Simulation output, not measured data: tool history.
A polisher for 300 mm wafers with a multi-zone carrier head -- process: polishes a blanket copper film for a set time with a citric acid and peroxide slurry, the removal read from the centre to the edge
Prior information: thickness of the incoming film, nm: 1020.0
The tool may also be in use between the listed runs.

run  hour  flow of slurry (ml/min)  pressure of the head's centre zone  pressure of the head's middle zone  pressure of the head's edge zone  abrasive content of the slurry  polishing time (s)  film removed at the wafer's centre (angstrom)  film removed at mid-radius (angstrom)  film removed at the wafer's edge (angstrom)
  1   0.0                      235                                1.00                                1.00                              1.00                            1.00                  39                                         598.15                                 599.14                                       611.05
  2   8.3                      235                                1.00                                1.07                              1.00                            1.00                  39                                         606.18                                 637.26                                       627.61
  3  11.1                      235                                1.00                                1.01                              1.00                            1.00                  39                                         604.57                                 611.97                                       614.04
  4  19.7                      235                                1.00                                1.01                              1.00                            1.00                  47                                         718.50                                 725.43                                       734.12
  5  27.4                      220                                0.96                                0.97                              0.98                            0.90                  43                                         623.91                                 631.19                                       645.89
  6  35.6                      220                                0.96                                0.97                              0.93                            0.90                  43                                         623.67                                 629.79                                       647.26
  7  41.1                      210                                0.93                                0.95                              0.93                            0.80                  39                                         539.16                                 536.83                                       559.14
  8  44.9                      200                                0.90                                0.95                              0.96                            0.75                  36                                         478.67                                 491.48                                       521.31
  9  47.1                      195                                0.88                                0.95                              0.95                            0.70                  34                                         434.28                                 452.03                                       476.27
 10  50.9                      190                                0.86                                0.95                              0.95                            0.65                  33                                         403.98                                 432.04                                       449.27

Run 11, settings as shown, results not yet in. Your forecast:
 11  55.5                      185                                0.85                                0.94                              0.95                            0.60                  32                                              ?                                      ?                                            ?

Logged for run 11: film removed at the wafer's centre (angstrom) 376.33, film removed at mid-radius (angstrom) 406.95, film removed at the wafer's edge (angstrom) 433.82.
